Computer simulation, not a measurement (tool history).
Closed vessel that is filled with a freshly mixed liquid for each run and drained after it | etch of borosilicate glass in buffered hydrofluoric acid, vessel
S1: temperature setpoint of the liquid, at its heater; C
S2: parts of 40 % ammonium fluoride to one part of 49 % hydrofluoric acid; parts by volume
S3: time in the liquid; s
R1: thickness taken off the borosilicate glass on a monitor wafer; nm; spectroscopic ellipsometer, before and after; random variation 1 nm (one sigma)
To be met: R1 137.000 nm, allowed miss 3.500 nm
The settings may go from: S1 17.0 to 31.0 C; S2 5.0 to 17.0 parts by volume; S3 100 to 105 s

run	hour	S1	S2	S3	R1
1	0.0	23.0	10.5	100	120.010
2	7.5	21.0	10.5	100	107.700
3	10.9	21.0	13.5	100	84.484
4	19.1	23.0	13.5	100	93.466
5	23.7	23.0	11.5	100	108.360
6	27.6	23.0	13.5	100	93.794
7	31.7	25.5	13.5	100	106.760
8	36.0	27.0	13.5	100	115.370
9	38.7	28.0	13.5	100	122.170
10	46.2	28.5	13.5	100	126.360
11	54.0	29.0	13.5	100	128.920
12	55.5	29.5	13.5	100	131.660

5 next moves are on the table. One of them brings every result within its allowed miss. Which?
A	57.0	29.0	14.0	105	?
B	57.0	30.0	14.0	105	?
C	57.0	28.5	13.0	100	?
D	57.0	29.0	13.5	100	?
E	57.0	30.5	15.5	105	?

move	R1
A	129.980
B	136.910
C	129.750
D	128.310
E	127.080
A: further off than the last run
B: meets every target
C: further off than the last run
D: further off than the last run
E: further off than the last run
The right move is B.

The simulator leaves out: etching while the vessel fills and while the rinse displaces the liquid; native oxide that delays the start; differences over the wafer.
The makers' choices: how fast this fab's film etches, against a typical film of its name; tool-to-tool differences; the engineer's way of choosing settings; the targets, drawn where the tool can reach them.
